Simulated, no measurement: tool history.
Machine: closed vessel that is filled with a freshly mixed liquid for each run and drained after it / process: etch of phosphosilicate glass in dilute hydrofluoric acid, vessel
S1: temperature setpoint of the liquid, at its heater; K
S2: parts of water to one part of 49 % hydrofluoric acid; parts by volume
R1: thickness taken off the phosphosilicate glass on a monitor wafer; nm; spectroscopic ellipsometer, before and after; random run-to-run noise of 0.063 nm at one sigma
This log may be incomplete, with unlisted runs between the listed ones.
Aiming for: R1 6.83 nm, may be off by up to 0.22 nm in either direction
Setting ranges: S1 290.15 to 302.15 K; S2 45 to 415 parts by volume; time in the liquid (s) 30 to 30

Run 1, hour 0: S1 294.15 K, S2 230 parts by volume, time in the liquid (s) 30. Result: R1 10.693 nm.
Run 2, hour 1.9: S1 294.15 K, S2 300 parts by volume, time in the liquid (s) 30. Result: R1 7.6614 nm.
Run 3, hour 8.4: S1 293.65 K, S2 300 parts by volume, time in the liquid (s) 30. Result: R1 7.4577 nm.
Run 4, hour 12: S1 295.15 K, S2 300 parts by volume, time in the liquid (s) 30. Result: R1 7.9356 nm.
Run 5, hour 14.8: S1 295.15 K, S2 365 parts by volume, time in the liquid (s) 30. Result: R1 6.0828 nm.
Run 6, hour 18.2: S1 295.15 K, S2 365 parts by volume, time in the liquid (s) 30. Result: R1 6.1243 nm.
Run 7, hour 20.8: S1 295.65 K, S2 365 parts by volume, time in the liquid (s) 30. Result: R1 6.2605 nm.
Run 8, hour 30.1: S1 296.15 K, S2 365 parts by volume, time in the liquid (s) 30. Result: R1 6.305 nm.
Run 9, hour 37: S1 296.65 K, S2 365 parts by volume, time in the liquid (s) 30. Result: R1 6.4903 nm.

Pick the move, out of 4, that brings all results within their allowed miss; only one does.
Run A, hour 43.9: S1 298.15 K, S2 360 parts by volume, time in the liquid (s) 30. Result: R1 ?.
Run B, hour 43.9: S1 294.15 K, S2 340 parts by volume, time in the liquid (s) 30. Result: R1 ?.
Run C, hour 43.9: S1 297.15 K, S2 340 parts by volume, time in the liquid (s) 30. Result: R1 ?.
Run D, hour 43.9: S1 301.15 K, S2 365 parts by volume, time in the liquid (s) 30. Result: R1 ?.

move      R1
   A  6.9696
   B  6.5546
   C  7.2718
   D  7.5397
A: every result within its allowed miss
B: closer than the last run, but not yet in spec
C: pushes the last run's worst result past its target
D: pushes the last run's worst result past its target
Go with A: it meets all targets.

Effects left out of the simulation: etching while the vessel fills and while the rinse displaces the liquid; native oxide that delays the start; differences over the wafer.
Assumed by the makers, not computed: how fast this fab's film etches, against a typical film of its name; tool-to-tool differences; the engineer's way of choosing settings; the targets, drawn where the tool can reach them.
